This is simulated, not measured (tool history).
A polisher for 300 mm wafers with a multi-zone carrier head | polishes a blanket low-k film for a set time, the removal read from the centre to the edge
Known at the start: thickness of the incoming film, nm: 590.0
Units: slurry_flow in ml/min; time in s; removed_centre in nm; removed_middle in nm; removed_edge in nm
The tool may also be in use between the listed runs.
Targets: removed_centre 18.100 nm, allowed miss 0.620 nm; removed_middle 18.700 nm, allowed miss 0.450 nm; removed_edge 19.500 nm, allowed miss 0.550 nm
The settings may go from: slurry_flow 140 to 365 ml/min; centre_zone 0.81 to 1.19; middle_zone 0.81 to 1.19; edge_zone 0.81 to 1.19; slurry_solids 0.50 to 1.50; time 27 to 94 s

run,hour,slurry_flow,centre_zone,middle_zone,edge_zone,slurry_solids,time,removed_centre,removed_middle,removed_edge
1,0.0,235,1.00,1.00,1.00,1.00,60,22.910,22.651,23.299
2,1.3,235,1.00,1.00,1.00,1.15,60,24.482,24.501,24.646
3,6.0,230,0.97,0.98,0.96,1.10,60,23.444,23.692,23.456
4,12.3,220,0.94,0.95,0.94,1.05,60,21.759,22.716,22.817
5,14.1,215,0.93,0.92,0.92,1.00,60,20.519,21.499,22.225
6,19.7,215,0.93,0.92,0.92,1.00,67,23.630,24.146,24.972
7,22.3,215,0.93,0.91,0.90,0.90,67,22.540,22.545,23.518
8,29.5,210,0.92,0.90,0.88,0.85,67,21.349,22.183,22.780
9,31.4,205,0.92,0.89,0.87,0.80,67,20.694,21.073,22.034
10,36.0,205,0.92,0.89,0.87,0.80,67,21.242,21.065,21.939
11,40.4,200,0.91,0.88,0.86,0.75,67,19.899,20.212,20.974
12,42.3,190,0.90,0.87,0.85,0.75,67,19.422,19.878,20.872
13,48.3,180,0.90,0.87,0.84,0.75,67,19.028,19.715,20.772

Which of these 5 next moves meets every target?
A,54.3,175,0.96,0.94,0.83,0.65,69,?,?,?
B,54.3,165,0.91,0.85,0.87,0.75,68,?,?,?
C,54.3,215,0.99,0.95,0.86,0.65,67,?,?,?
D,54.3,200,0.88,0.86,0.84,0.70,65,?,?,?
E,54.3,170,0.95,0.96,0.81,0.80,58,?,?,?

move,removed_centre,removed_middle,removed_edge
A,19.335,19.592,19.484
B,19.320,19.476,20.923
C,19.956,19.663,19.491
D,17.723,18.552,19.455
E,17.890,18.569,18.119
A: brings the result that was furthest off to its target, and leaves another outside
B: further off than the last run
C: brings the result that was furthest off to its target, and leaves another outside
D: meets every target
E: takes the result that was furthest off past its target
The right move is D.

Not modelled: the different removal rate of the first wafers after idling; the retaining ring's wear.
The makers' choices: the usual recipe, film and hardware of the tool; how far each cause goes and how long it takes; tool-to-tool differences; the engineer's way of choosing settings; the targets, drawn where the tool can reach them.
